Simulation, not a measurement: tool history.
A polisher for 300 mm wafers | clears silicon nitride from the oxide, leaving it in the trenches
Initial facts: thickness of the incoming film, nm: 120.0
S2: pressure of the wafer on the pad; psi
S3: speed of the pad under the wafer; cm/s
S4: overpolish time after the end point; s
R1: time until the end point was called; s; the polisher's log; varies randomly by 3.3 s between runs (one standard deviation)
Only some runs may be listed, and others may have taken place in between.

run 1 day=0 | flow_of_slurry_(ml/min)=260 S2=2.9 S3=118 S4=8 | R1=113.67
run 2 day=0.133 | flow_of_slurry_(ml/min)=260 S2=2.6 S3=116 S4=8 | R1=129.06
run 3 day=0.354 | flow_of_slurry_(ml/min)=260 S2=2.6 S3=96 S4=8 | R1=157.15
run 4 day=0.542 | flow_of_slurry_(ml/min)=295 S2=2.6 S3=96 S4=8 | R1=149.42
run 5 day=0.9 | flow_of_slurry_(ml/min)=290 S2=2.5 S3=96 S4=8 | R1=157.01
run 6 day=1.062 | flow_of_slurry_(ml/min)=260 S2=2.5 S3=96 S4=8 | R1=158.82

Run 7 is up next; what results do you expect?
run 7 day=1.388 | flow_of_slurry_(ml/min)=260 S2=2.4 S3=96 S4=8 | R1=?

{"run 7": {"R1": 165.23}}
